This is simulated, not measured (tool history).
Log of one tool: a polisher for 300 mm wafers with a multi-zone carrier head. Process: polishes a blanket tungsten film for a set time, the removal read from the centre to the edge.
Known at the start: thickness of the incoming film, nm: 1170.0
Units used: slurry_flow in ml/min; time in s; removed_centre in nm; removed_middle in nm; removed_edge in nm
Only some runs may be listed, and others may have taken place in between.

run 1 hour=0.0 | slurry_flow=285 centre_zone=1.00 middle_zone=1.00 edge_zone=1.00 slurry_solids=1.00 time=56 | removed_centre=227.17 removed_middle=231.75 removed_edge=227.96
run 2 hour=2.8 | slurry_flow=285 centre_zone=1.00 middle_zone=1.00 edge_zone=1.00 slurry_solids=1.00 time=50 | removed_centre=199.45 removed_middle=205.69 removed_edge=205.86
run 3 hour=8.6 | slurry_flow=285 centre_zone=1.00 middle_zone=1.00 edge_zone=1.06 slurry_solids=1.00 time=50 | removed_centre=199.89 removed_middle=205.77 removed_edge=206.10
run 4 hour=14.4 | slurry_flow=255 centre_zone=1.00 middle_zone=1.00 edge_zone=1.06 slurry_solids=1.00 time=50 | removed_centre=202.37 removed_middle=200.26 removed_edge=205.49
run 5 hour=23.1 | slurry_flow=255 centre_zone=0.97 middle_zone=1.00 edge_zone=1.06 slurry_solids=1.00 time=50 | removed_centre=197.30 removed_middle=204.28 removed_edge=208.32
run 6 hour=23.8 | slurry_flow=255 centre_zone=0.97 middle_zone=0.99 edge_zone=1.06 slurry_solids=1.05 time=51 | removed_centre=195.73 removed_middle=210.91 removed_edge=210.68
run 7 hour=28.4 | slurry_flow=255 centre_zone=0.98 middle_zone=0.97 edge_zone=1.07 slurry_solids=1.10 time=52 | removed_centre=206.45 removed_middle=209.16 removed_edge=219.96
run 8 hour=36.7 | slurry_flow=255 centre_zone=0.98 middle_zone=0.97 edge_zone=1.08 slurry_solids=1.15 time=53 | removed_centre=212.74 removed_middle=213.90 removed_edge=227.76
run 9 hour=38.0 | slurry_flow=260 centre_zone=0.98 middle_zone=0.98 edge_zone=1.09 slurry_solids=1.20 time=53 | removed_centre=213.85 removed_middle=221.83 removed_edge=229.92
run 10 hour=43.8 | slurry_flow=260 centre_zone=0.98 middle_zone=0.98 edge_zone=1.10 slurry_solids=1.25 time=53 | removed_centre=217.26 removed_middle=220.12 removed_edge=233.88

Run 11 comes next. What will it give?
run 11 hour=44.7 | slurry_flow=265 centre_zone=0.98 middle_zone=0.98 edge_zone=1.11 slurry_solids=1.30 time=53 | removed_centre=? removed_middle=? removed_edge=?

{"run 11": {"removed_centre": 222.1, "removed_middle": 228.21, "removed_edge": 236.04}}
